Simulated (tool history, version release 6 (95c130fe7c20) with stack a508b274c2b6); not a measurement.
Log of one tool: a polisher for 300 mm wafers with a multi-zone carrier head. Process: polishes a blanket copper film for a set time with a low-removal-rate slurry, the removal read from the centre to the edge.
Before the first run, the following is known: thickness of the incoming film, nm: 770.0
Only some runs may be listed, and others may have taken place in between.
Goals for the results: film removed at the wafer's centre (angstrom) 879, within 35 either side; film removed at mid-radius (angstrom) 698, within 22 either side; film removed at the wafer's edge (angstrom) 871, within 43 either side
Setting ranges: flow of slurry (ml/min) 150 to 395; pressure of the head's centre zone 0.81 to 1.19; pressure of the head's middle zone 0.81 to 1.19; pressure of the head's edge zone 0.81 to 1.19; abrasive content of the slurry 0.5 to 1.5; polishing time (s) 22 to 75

run    day  flow of slurry (ml/min)  pressure of the head's centre zone  pressure of the head's middle zone  pressure of the head's edge zone  abrasive content of the slurry  polishing time (s)  film removed at the wafer's centre (angstrom)  film removed at mid-radius (angstrom)  film removed at the wafer's edge (angstrom)
  1      0                      250                                   1                                   1                                 1                               1                  48                                         1051.2                                 1055.6                                       1066.3
  2  0.204                      250                                1.08                                   1                                 1                               1                  48                                         1124.5                                 1042.6                                       1080.7
  3  0.579                      195                                1.08                                   1                                 1                               1                  48                                         1082.1                                 1013.2                                       1051.8
  4    0.7                      195                                1.08                                0.95                                 1                               1                  48                                         1065.9                                 978.54                                       1028.5
  5   0.95                      195                                1.08                                0.91                                 1                               1                  48                                         1072.7                                 939.07                                       1039.1
  6      1                      195                                1.08                                0.86                                 1                               1                  48                                         1084.1                                 887.92                                       1040.9
  7  1.375                      195                                1.07                                0.85                              1.01                             0.9                  46                                         992.72                                 830.99                                       1003.2
  8  1.708                      180                                1.12                                0.81                              0.96                            0.65                  41                                         837.14                                 639.77                                       772.61

Below are 4 possible settings for the next run. Only one of them brings all results inside the allowed miss of their targets. Which is it?
  A  2.042                      185                                0.98                                0.81                              0.99                             0.8                  45                                              ?                                      ?                                            ?
  B  2.042                      150                                1.06                                0.81                              0.96                             0.5                  50                                              ?                                      ?                                            ?
  C  2.042                      195                                1.09                                0.86                              0.94                            0.75                  43                                              ?                                      ?                                            ?
  D  2.042                      150                                0.99                                0.81                              1.02                             0.7                  42                                              ?                                      ?                                            ?

move  film removed at the wafer's centre (angstrom)  film removed at mid-radius (angstrom)  film removed at the wafer's edge (angstrom)
   A                                         888.98                                 754.64                                       918.45
   B                                          886.2                                 712.65                                       862.17
   C                                          910.5                                 749.44                                       845.51
   D                                         778.43                                 658.35                                       819.88
A: carries the result that was furthest off beyond its target, to the other side
B: all results land within tolerance of their targets
C: carries the result that was furthest off beyond its target, to the other side
D: misses by more than the last run did
B meets every target.
